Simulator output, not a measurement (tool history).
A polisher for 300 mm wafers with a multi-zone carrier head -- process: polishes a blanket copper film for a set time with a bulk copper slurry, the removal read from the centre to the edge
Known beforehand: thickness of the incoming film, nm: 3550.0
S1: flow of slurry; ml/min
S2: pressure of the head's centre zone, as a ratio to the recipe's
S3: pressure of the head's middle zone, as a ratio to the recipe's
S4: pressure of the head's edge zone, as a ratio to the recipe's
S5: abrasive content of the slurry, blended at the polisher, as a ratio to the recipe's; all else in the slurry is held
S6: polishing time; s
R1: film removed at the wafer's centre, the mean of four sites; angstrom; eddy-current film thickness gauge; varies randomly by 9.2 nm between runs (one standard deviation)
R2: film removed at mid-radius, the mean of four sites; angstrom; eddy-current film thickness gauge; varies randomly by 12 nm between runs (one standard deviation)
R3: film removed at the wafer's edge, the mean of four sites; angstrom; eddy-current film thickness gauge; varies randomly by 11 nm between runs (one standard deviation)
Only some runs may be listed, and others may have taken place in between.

run 1 hour=0 | S1=290 S2=1 S3=1 S4=1 S5=1 S6=70 | R1=7158.6 R2=7085.7 R3=7009
run 2 hour=2.9 | S1=290 S2=1 S3=1 S4=1.07 S5=1 S6=70 | R1=7123 R2=6995 R3=7351.9
run 3 hour=11.7 | S1=290 S2=1 S3=1 S4=1.1 S5=1.1 S6=73 | R1=7616.3 R2=7470.3 R3=7981.4
run 4 hour=15 | S1=290 S2=1 S3=1.08 S4=1.1 S5=1.1 S6=73 | R1=7553.3 R2=8372.8 R3=7933.3
run 5 hour=21.3 | S1=290 S2=1 S3=1.08 S4=1.1 S5=1.1 S6=61 | R1=6297.1 R2=6785.2 R3=6529.8
run 6 hour=29.8 | S1=340 S2=1 S3=1.08 S4=1.1 S5=1.1 S6=61 | R1=6400.8 R2=6880.2 R3=6552.2

Predict the results of run 7:
run 7 hour=36.6 | S1=340 S2=1 S3=1.08 S4=1.1 S5=1.1 S6=61 | R1=? R2=? R3=?

R1: 6447.2 angstrom
R2: 6982.3 angstrom
R3: 6723.7 angstrom

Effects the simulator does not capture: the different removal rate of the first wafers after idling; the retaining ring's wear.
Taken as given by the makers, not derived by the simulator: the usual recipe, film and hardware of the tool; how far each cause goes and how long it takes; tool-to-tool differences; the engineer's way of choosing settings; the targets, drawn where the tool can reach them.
